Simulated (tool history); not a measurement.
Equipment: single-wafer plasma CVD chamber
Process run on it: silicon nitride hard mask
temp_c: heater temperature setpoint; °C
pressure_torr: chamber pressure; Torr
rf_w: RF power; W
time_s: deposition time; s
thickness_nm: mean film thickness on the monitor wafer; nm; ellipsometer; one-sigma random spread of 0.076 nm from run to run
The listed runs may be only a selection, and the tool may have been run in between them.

run  hour  temp_c  pressure_torr  rf_w  time_s  thickness_nm
  1     0     390           1.92   270    24.7        26.932
  2   3.5     381           1.92   270    24.7         27.07
  3    11     381           1.92   270    24.7        26.886
  4  14.4     381           1.92   250    24.7        25.085
  5  20.5     389           1.92   250    24.7        25.104
  6  21.2     389           1.92   250    24.7        25.015
  7  28.3     389           2.07   265    24.7        27.015
  8    32     389           2.19   275    24.7        28.379

Forecast run 9:
  9  34.1     389           2.19   275    24.7             ?

Run 9 produced thickness_nm 28.285 nm.
